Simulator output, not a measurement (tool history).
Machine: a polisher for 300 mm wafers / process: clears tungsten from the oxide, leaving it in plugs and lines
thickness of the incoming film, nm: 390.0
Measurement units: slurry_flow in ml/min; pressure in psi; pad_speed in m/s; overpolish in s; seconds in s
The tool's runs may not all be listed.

run    day  slurry_flow  pressure  pad_speed  slurry_solids  overpolish  seconds
  1      0          285         3       1.18              1          40   81.393
  2  0.133          285       2.7       1.18              1          40   88.263
  3  0.333          285       2.7       1.18           1.15          40   86.121
  4  0.533          285       2.8        1.2           1.15          40   82.971
  5  0.808          340       2.8        1.2           1.15          40   80.865
  6  1.042          340       2.8        1.2            1.3          40   80.295
  7  1.242          340       2.9       1.22            1.3          40   77.175
  8  1.338          340         3       1.24            1.3          40   71.578
  9  1.512          340       3.1       1.24            1.3          40   70.301
 10  1.775          340       3.2       1.24            1.3          40   68.138
 11  1.821          340       3.3       1.24            1.3          40     65.5

For run 12, what comes out?
 12  2.029          340       3.4       1.24            1.3          40        ?

seconds: 64.798 s

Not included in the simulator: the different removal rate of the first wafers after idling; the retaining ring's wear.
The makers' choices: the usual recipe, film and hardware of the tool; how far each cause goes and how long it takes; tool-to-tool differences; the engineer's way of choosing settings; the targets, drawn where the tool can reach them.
